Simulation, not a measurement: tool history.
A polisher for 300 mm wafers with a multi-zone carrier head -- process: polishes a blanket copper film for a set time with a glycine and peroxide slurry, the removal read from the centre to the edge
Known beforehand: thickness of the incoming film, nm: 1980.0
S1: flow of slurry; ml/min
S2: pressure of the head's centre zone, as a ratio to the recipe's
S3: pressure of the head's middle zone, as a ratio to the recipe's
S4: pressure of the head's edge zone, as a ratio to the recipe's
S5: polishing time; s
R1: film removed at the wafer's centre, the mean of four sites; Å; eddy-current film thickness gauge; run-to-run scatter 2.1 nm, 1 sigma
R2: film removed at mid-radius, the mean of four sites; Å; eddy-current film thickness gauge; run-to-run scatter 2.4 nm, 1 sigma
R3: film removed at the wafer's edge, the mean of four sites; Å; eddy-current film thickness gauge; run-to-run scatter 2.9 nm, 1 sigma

run  hour   S1    S2    S3    S4  S5      R1      R2      R3
  1     0  215     1     1     1  50    2117  2077.1  2107.2
  2   7.2  220  0.98  1.02  1.01  50  1996.8  2151.4  2123.3
  3   8.5  220  1.01  1.02  1.01  50  2113.6  2204.6  2092.4
  4  12.8  220  0.95  1.02  1.01  50  1972.4  2176.7  2140.9
  5  21.2  225  0.94  1.03  1.02  50  1942.7    2170  2148.8
  6    24  225  0.94  1.03  1.02  57  2261.9  2453.2  2461.2
  7    28  220  0.93  1.04  1.01  57  2199.8    2514  2470.7
  8  36.3  220  0.92  1.05     1  57  2186.9  2486.4  2424.5
  9    37  215  0.91  1.06  0.99  57  2174.6    2520    2417
 10  45.1  215   0.9  1.07  0.98  57  2158.2  2514.7  2344.1

Forecast run 11:
 11  49.5  215  0.9  1.07  0.98  57   ?   ?   ?

{"run 11": {"R1": 2094, "R2": 2570.6, "R3": 2407.5}}
